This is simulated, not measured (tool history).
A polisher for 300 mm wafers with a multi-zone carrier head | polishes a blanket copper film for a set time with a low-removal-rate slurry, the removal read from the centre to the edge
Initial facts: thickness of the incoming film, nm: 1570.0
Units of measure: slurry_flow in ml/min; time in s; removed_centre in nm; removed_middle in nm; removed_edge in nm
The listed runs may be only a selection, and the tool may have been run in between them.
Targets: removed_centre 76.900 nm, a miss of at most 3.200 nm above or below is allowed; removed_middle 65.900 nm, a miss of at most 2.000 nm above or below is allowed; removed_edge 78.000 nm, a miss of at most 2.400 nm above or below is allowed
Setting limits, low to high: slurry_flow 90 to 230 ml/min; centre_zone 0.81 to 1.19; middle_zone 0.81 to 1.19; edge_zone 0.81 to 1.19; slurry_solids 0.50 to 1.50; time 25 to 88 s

{"run": 1, "hour": 0.0, "slurry_flow": 150, "centre_zone": 1.0, "middle_zone": 1.0, "edge_zone": 1.0, "slurry_solids": 1.0, "time": 56, "removed_centre": 130.56, "removed_middle": 128.35, "removed_edge": 127.81}
{"run": 2, "hour": 8.8, "slurry_flow": 150, "centre_zone": 1.0, "middle_zone": 1.0, "edge_zone": 1.0, "slurry_solids": 1.0, "time": 63, "removed_centre": 142.67, "removed_middle": 143.43, "removed_edge": 144.39}
{"run": 3, "hour": 12.6, "slurry_flow": 135, "centre_zone": 1.0, "middle_zone": 1.0, "edge_zone": 1.0, "slurry_solids": 1.0, "time": 63, "removed_centre": 139.86, "removed_middle": 139.46, "removed_edge": 143.36}
{"run": 4, "hour": 16.6, "slurry_flow": 135, "centre_zone": 0.93, "middle_zone": 1.0, "edge_zone": 1.0, "slurry_solids": 1.0, "time": 63, "removed_centre": 130.22, "removed_middle": 138.48, "removed_edge": 142.64}
{"run": 5, "hour": 24.5, "slurry_flow": 115, "centre_zone": 0.93, "middle_zone": 1.0, "edge_zone": 1.0, "slurry_solids": 1.0, "time": 63, "removed_centre": 126.92, "removed_middle": 136.69, "removed_edge": 140.67}
{"run": 6, "hour": 27.1, "slurry_flow": 115, "centre_zone": 0.93, "middle_zone": 0.97, "edge_zone": 1.0, "slurry_solids": 1.0, "time": 63, "removed_centre": 131.3, "removed_middle": 130.99, "removed_edge": 139.13}
{"run": 7, "hour": 35.3, "slurry_flow": 110, "centre_zone": 0.91, "middle_zone": 0.95, "edge_zone": 1.0, "slurry_solids": 0.95, "time": 59, "removed_centre": 114.35, "removed_middle": 119.1, "removed_edge": 129.06}
{"run": 8, "hour": 41.5, "slurry_flow": 105, "centre_zone": 0.93, "middle_zone": 0.93, "edge_zone": 0.99, "slurry_solids": 0.9, "time": 55, "removed_centre": 107.39, "removed_middle": 108.08, "removed_edge": 116.99}
{"run": 9, "hour": 47.0, "slurry_flow": 105, "centre_zone": 0.94, "middle_zone": 0.91, "edge_zone": 1.0, "slurry_solids": 0.85, "time": 52, "removed_centre": 103.73, "removed_middle": 100.93, "removed_edge": 110.47}
{"run": 10, "hour": 50.1, "slurry_flow": 105, "centre_zone": 0.95, "middle_zone": 0.89, "edge_zone": 1.01, "slurry_solids": 0.8, "time": 49, "removed_centre": 95.719, "removed_middle": 90.718, "removed_edge": 103.33}
{"run": 11, "hour": 54.0, "slurry_flow": 105, "centre_zone": 0.96, "middle_zone": 0.88, "edge_zone": 1.0, "slurry_solids": 0.75, "time": 47, "removed_centre": 90.198, "removed_middle": 87.149, "removed_edge": 98.393}
{"run": 12, "hour": 55.0, "slurry_flow": 105, "centre_zone": 0.98, "middle_zone": 0.87, "edge_zone": 1.0, "slurry_solids": 0.7, "time": 45, "removed_centre": 87.355, "removed_middle": 83.2, "removed_edge": 92.356}
{"run": 13, "hour": 57.5, "slurry_flow": 105, "centre_zone": 0.99, "middle_zone": 0.86, "edge_zone": 1.01, "slurry_solids": 0.7, "time": 44, "removed_centre": 87.927, "removed_middle": 80.353, "removed_edge": 92.474}
{"run": 14, "hour": 61.3, "slurry_flow": 95, "centre_zone": 1.01, "middle_zone": 0.81, "edge_zone": 0.96, "slurry_solids": 0.5, "time": 37, "removed_centre": 69.286, "removed_middle": 61.129, "removed_edge": 69.555}
{"run": 15, "hour": 64.3, "slurry_flow": 100, "centre_zone": 1.02, "middle_zone": 0.81, "edge_zone": 0.98, "slurry_solids": 0.5, "time": 37, "removed_centre": 72.177, "removed_middle": 59.557, "removed_edge": 72.992}
{"run": 16, "hour": 68.3, "slurry_flow": 105, "centre_zone": 1.02, "middle_zone": 0.82, "edge_zone": 0.98, "slurry_solids": 0.5, "time": 37, "removed_centre": 72.438, "removed_middle": 62.992, "removed_edge": 71.974}

Exactly one of the 5 candidate moves below puts every result within its allowed miss. Which one?
{"run": "A", "hour": 72.3, "slurry_flow": 90, "centre_zone": 1.0, "middle_zone": 0.81, "edge_zone": 1.06, "slurry_solids": 0.6, "time": 40, "removed_centre": "?", "removed_middle": "?", "removed_edge": "?"}
{"run": "B", "hour": 72.3, "slurry_flow": 90, "centre_zone": 0.94, "middle_zone": 0.82, "edge_zone": 1.11, "slurry_solids": 0.6, "time": 40, "removed_centre": "?", "removed_middle": "?", "removed_edge": "?"}
{"run": "C", "hour": 72.3, "slurry_flow": 120, "centre_zone": 1.0, "middle_zone": 0.81, "edge_zone": 0.98, "slurry_solids": 0.7, "time": 37, "removed_centre": "?", "removed_middle": "?", "removed_edge": "?"}
{"run": "D", "hour": 72.3, "slurry_flow": 110, "centre_zone": 0.89, "middle_zone": 0.89, "edge_zone": 1.11, "slurry_solids": 0.55, "time": 39, "removed_centre": "?", "removed_middle": "?", "removed_edge": "?"}
{"run": "E", "hour": 72.3, "slurry_flow": 130, "centre_zone": 1.06, "middle_zone": 0.88, "edge_zone": 0.99, "slurry_solids": 0.5, "time": 36, "removed_centre": "?", "removed_middle": "?", "removed_edge": "?"}

move=A removed_centre=75.416 removed_middle=66.647 removed_edge=81.736
move=B removed_centre=70.860 removed_middle=67.190 removed_edge=83.338
move=C removed_centre=75.823 removed_middle=66.526 removed_edge=77.747
move=D removed_centre=67.390 removed_middle=70.835 removed_edge=82.258
move=E removed_centre=75.611 removed_middle=65.847 removed_edge=72.909
A: moves the result that the last run missed by most past its target, out the other side
B: moves the result that the last run missed by most past its target, out the other side
C: in spec on every target
D: moves the result that the last run missed by most past its target, out the other side
E: an improvement on the last run, though not all results are within tolerance
C meets every target.
